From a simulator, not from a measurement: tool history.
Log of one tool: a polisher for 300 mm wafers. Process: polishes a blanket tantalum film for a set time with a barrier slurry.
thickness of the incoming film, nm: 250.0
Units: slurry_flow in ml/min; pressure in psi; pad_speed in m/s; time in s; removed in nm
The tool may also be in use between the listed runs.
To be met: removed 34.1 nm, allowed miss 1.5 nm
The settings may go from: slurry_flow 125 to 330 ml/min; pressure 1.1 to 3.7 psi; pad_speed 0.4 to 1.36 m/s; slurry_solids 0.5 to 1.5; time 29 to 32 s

| run | day | slurry_flow | pressure | pad_speed | slurry_solids | time | removed |
|---|---|---|---|---|---|---|---|
| 1 | 0 | 210 | 2.4 | 0.88 | 1 | 32 | 45.569 |
| 2 | 0.279 | 210 | 2.2 | 0.88 | 1 | 32 | 42.19 |
| 3 | 0.304 | 210 | 2.2 | 0.88 | 1 | 32 | 41.684 |
| 4 | 0.425 | 210 | 2.4 | 0.88 | 1 | 32 | 45.297 |
| 5 | 0.512 | 210 | 2.2 | 0.88 | 1 | 32 | 42.405 |
| 6 | 0.708 | 210 | 2.2 | 0.88 | 0.85 | 32 | 40.004 |
| 7 | 0.775 | 210 | 2.1 | 0.88 | 0.85 | 32 | 38.092 |
| 8 | 1.071 | 210 | 2 | 0.88 | 0.85 | 32 | 36.447 |

4 next moves are on the table. One of them brings every result within its allowed miss. Which?
| A | 1.367 | 275 | 1.6 | 0.98 | 0.95 | 31 | ? |
| B | 1.367 | 190 | 2.3 | 0.74 | 1.05 | 32 | ? |
| C | 1.367 | 330 | 2.4 | 0.88 | 0.75 | 31 | ? |
| D | 1.367 | 220 | 1.8 | 1.1 | 0.95 | 30 | ? |

| move | removed |
|---|---|
| A | 34.06 |
| B | 37.431 |
| C | 42.114 |
| D | 40.232 |
A: meets every target
B: further off than the last run
C: further off than the last run
D: further off than the last run
Answer: A

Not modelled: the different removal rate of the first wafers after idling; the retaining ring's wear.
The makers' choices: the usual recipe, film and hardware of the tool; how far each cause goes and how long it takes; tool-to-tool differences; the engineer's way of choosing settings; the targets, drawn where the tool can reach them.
